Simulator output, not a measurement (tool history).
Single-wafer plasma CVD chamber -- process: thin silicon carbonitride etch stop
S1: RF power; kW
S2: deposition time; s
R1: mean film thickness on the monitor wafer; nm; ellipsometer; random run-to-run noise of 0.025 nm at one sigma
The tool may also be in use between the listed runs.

{"run": 1, "hour": 0.0, "S1": 0.18, "S2": 18.5, "R1": 9.8922}
{"run": 2, "hour": 6.0, "S1": 0.16, "S2": 18.5, "R1": 9.3987}
{"run": 3, "hour": 10.5, "S1": 0.15, "S2": 17.8, "R1": 8.8459}
{"run": 4, "hour": 19.5, "S1": 0.15, "S2": 16.2, "R1": 8.0081}
{"run": 5, "hour": 20.6, "S1": 0.15, "S2": 14.1, "R1": 7.04}
{"run": 6, "hour": 26.3, "S1": 0.16, "S2": 14.2, "R1": 7.2348}

Estimate the outcome of run 7 from the log above:
{"run": 7, "hour": 30.9, "S1": 0.165, "S2": 14.3, "R1": "?"}

{"run 7": {"R1": 7.387}}

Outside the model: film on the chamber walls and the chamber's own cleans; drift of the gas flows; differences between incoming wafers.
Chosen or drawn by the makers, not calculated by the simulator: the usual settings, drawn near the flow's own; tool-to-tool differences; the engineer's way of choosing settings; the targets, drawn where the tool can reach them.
